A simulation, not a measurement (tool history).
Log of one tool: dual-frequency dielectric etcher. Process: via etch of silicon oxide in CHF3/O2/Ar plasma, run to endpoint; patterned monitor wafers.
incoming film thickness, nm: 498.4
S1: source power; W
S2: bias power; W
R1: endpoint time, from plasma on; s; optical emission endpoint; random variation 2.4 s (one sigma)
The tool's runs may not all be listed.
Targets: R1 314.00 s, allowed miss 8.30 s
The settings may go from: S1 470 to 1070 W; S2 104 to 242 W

run 1 day=0.000 | S1=770 S2=173 | R1=240.74
run 2 day=0.042 | S1=730 S2=165 | R1=252.38
run 3 day=0.358 | S1=700 S2=161 | R1=262.93
run 4 day=0.433 | S1=670 S2=160 | R1=268.08
run 5 day=0.675 | S1=740 S2=160 | R1=251.98
-- day=0.712 source power generator calibrated
run 6 day=0.712 | S1=680 S2=160 | R1=269.67
run 7 day=0.758 | S1=660 S2=159 | R1=270.52
run 8 day=0.829 | S1=640 S2=158 | R1=277.36

5 next moves are on the table. One of them brings every result within its allowed miss. Which?
run A day=0.900 | S1=620 S2=151 | R1=?
run B day=0.900 | S1=660 S2=172 | R1=?
run C day=0.900 | S1=610 S2=155 | R1=?
run D day=0.900 | S1=780 S2=171 | R1=?
run E day=0.900 | S1=560 S2=146 | R1=?

move=A R1=285.70
move=B R1=264.77
move=C R1=286.27
move=D R1=241.66
move=E R1=307.32
A: nearer than the last run, and not there yet
B: further off than the last run
C: nearer than the last run, and not there yet
D: further off than the last run
E: meets every target
Move E is the one to make.

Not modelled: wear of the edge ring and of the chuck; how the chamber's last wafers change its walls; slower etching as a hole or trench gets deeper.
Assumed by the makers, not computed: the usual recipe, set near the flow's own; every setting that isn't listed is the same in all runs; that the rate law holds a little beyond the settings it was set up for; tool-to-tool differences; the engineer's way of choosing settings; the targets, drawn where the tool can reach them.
